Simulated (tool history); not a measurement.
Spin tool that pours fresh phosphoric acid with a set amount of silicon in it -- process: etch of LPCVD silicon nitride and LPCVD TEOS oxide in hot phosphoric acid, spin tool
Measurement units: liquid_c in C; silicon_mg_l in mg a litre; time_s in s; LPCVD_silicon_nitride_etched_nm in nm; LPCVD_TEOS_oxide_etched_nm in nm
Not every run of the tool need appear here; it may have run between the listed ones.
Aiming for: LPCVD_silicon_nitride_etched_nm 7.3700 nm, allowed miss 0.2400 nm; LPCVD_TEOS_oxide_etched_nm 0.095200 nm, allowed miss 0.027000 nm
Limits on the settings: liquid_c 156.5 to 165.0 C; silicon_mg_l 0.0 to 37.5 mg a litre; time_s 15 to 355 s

run,day,liquid_c,silicon_mg_l,time_s,LPCVD_silicon_nitride_etched_nm,LPCVD_TEOS_oxide_etched_nm
1,0.000,160.0,16.5,180,16.8030,0.363450
2,0.233,160.0,24.5,180,16.6910,0.284950
3,0.604,160.0,19.5,180,16.6310,0.281590
4,0.912,158.5,19.5,180,15.8830,0.257440
5,1.096,158.5,19.5,240,21.1540,0.332190
6,1.450,158.0,21.5,180,15.6990,0.234660
7,1.767,157.5,23.0,135,11.4730,0.138330
8,2.138,157.5,21.0,110,9.4536,0.138810
9,2.317,156.5,26.0,65,5.3809,0.067746
10,2.621,156.5,26.0,65,5.3614,0.060673
11,2.929,157.0,25.5,70,5.9144,0.072869
12,3.242,157.0,25.0,75,6.2527,0.084628
13,3.546,157.0,24.5,80,6.8413,0.104470

Below are 4 possible settings for the next run. Only one of them brings all results inside the allowed miss of their targets. Which is it?
A,3.850,160.0,28.0,80,?,?
B,3.850,156.5,24.5,95,?,?
C,3.850,157.5,21.0,90,?,?
D,3.850,156.5,23.0,80,?,?

move,LPCVD_silicon_nitride_etched_nm,LPCVD_TEOS_oxide_etched_nm
A,7.4267,0.091174
B,7.8337,0.094166
C,7.6785,0.107210
D,6.5968,0.083197
A: all results in spec
B: pushes the last run's worst result past its target
C: pushes the last run's worst result past its target
D: moves away from the targets compared with the last run
A meets every target.

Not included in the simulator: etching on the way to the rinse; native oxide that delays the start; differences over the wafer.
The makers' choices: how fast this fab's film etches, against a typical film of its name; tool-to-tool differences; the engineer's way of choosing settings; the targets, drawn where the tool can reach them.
